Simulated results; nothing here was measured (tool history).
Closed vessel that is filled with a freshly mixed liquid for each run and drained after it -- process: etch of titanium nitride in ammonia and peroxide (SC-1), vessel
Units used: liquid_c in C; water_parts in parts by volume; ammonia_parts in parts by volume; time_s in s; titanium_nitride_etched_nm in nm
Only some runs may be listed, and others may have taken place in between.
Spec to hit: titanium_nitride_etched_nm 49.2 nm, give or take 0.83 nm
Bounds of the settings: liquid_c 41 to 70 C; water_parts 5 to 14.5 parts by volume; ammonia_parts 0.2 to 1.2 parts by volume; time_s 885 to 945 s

run  hour  liquid_c  water_parts  ammonia_parts  time_s  titanium_nitride_etched_nm
  1     0        57            8            0.9     885                      96.504
  2   3.7        57            8            0.7     885                      92.391
  3  10.3      55.5            8            0.7     885                      83.963
  4  18.3        60            8            0.7     885                      114.25
  5  26.2      66.5            8            0.7     885                      171.41
  6  32.4        63            8            0.7     885                      137.24
     37.5  -- new drum of ammonia solution connected
  7  37.5        60            8            0.7     885                      114.84
  8  42.9      57.5            8            0.7     885                      97.111
  9    48      49.5            8            0.7     885                       56.52
 10    52        49            8            0.7     885                      54.519
 11  53.2      48.5            8            0.7     885                      52.581

Pick the move, out of 4, that brings all results within their allowed miss; only one does.
  A  54.4      48.5            8            0.7     915                           ?
  B  54.4        51           11           0.45     885                           ?
  C  54.4        47            6           0.65     885                           ?
  D  54.4      46.5          5.5            0.5     945                           ?

move  titanium_nitride_etched_nm
   A                      54.751
   B                       49.69
   C                      54.115
   D                       55.81
A: moves away from the targets compared with the last run
B: all results in spec
C: moves away from the targets compared with the last run
D: moves away from the targets compared with the last run
The move that meets every target is B.
